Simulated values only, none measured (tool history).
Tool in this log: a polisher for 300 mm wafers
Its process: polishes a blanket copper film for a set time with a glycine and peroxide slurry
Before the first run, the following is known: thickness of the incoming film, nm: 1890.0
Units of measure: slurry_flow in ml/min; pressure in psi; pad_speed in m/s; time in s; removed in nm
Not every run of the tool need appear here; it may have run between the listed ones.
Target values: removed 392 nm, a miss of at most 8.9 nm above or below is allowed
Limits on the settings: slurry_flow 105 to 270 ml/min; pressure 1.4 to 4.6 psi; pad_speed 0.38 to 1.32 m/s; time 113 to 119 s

run,hour,slurry_flow,pressure,pad_speed,time,removed
1,0,175,3,0.84,113,572.44
2,3.7,175,3,0.84,119,613.46
3,7,175,3,0.84,113,568.87
4,11.6,175,3,0.84,119,604.92
5,17.7,175,3,0.84,113,580.17
6,26.2,175,3.3,0.84,113,623.48
7,33.5,170,3,0.84,113,569.91
8,40.3,165,2.7,0.84,113,520.16

Exactly one of the 5 candidate moves below puts every result within its allowed miss. Which one?
A,47.1,210,2.3,0.78,113,?
B,47.1,170,2.5,0.62,113,?
C,47.1,195,3.3,1,119,?
D,47.1,150,3.1,0.94,119,?
E,47.1,180,2.7,1.24,119,?

move,removed
A,451.51
B,393.39
C,767.96
D,664.02
E,768.61
A: an improvement on the last run, though not all results are within tolerance
B: all results in spec
C: lands further from the targets than the last run did
D: lands further from the targets than the last run did
E: lands further from the targets than the last run did
Answer: B

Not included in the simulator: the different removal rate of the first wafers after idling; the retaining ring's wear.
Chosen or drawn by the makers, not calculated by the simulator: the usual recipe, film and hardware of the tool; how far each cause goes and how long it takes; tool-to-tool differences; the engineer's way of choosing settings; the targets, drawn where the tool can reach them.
